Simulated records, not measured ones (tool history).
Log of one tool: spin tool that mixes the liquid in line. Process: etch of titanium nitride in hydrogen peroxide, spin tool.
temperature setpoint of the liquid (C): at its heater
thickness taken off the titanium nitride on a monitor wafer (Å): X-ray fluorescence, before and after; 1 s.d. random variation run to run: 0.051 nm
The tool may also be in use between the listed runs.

run  hour  temperature setpoint of the liquid (C)  concentration of hydrogen peroxide in the mixed liquid (% by weight)  time under the liquid (s)  thickness taken off the titanium nitride on a monitor wafer (Å)
  1     0                                      43                                                                    20                        275                                                           54.267
  2   5.6                                    36.5                                                                    20                        275                                                           32.174
  3  12.1                                    39.5                                                                    20                        275                                                           41.144
  4  20.9                                    39.5                                                                    20                        300                                                           45.445
  5    22                                      41                                                                    20                        300                                                            50.26
  6  26.2                                      41                                                                    20                        300                                                           50.679
  7  31.3                                    42.5                                                                    20                        300                                                           56.042
  8  38.8                                    43.5                                                                    20                        300                                                           60.677
  9  47.1                                    44.5                                                                    20                        300                                                           65.427
 10  52.6                                      45                                                                    20                        300                                                           68.239
 11  57.8                                    45.5                                                                    20                        300                                                           70.919
 12  66.3                                      46                                                                    20                        300                                                           73.138

Predict the results of run 13:
 13  71.3                                      47                                                                    20                        300                                                                ?

{"run 13": {"thickness taken off the titanium nitride on a monitor wafer (Å)": 79.586}}
